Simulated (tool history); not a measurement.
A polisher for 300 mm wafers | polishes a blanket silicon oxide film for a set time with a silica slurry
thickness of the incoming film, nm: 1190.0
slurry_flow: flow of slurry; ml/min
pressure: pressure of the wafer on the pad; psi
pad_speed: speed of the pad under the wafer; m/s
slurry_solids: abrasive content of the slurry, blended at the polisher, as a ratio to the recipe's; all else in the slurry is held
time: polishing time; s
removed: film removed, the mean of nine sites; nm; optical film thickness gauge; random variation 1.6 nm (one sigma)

run,day,slurry_flow,pressure,pad_speed,slurry_solids,time,removed
1,0.000,290,3.4,1.24,1.0,79,190.26
2,0.050,335,3.4,1.24,1.0,79,192.29
3,0.075,335,3.0,1.22,1.0,79,165.06
4,0.429,335,3.0,1.02,1.0,79,144.50
5,0.654,335,2.8,1.02,1.0,79,133.46
6,1.025,335,2.8,1.02,1.0,83,140.33

Forecast run 7:
7,1.333,335,2.6,1.02,1.0,83,?

removed: 135.36 nm
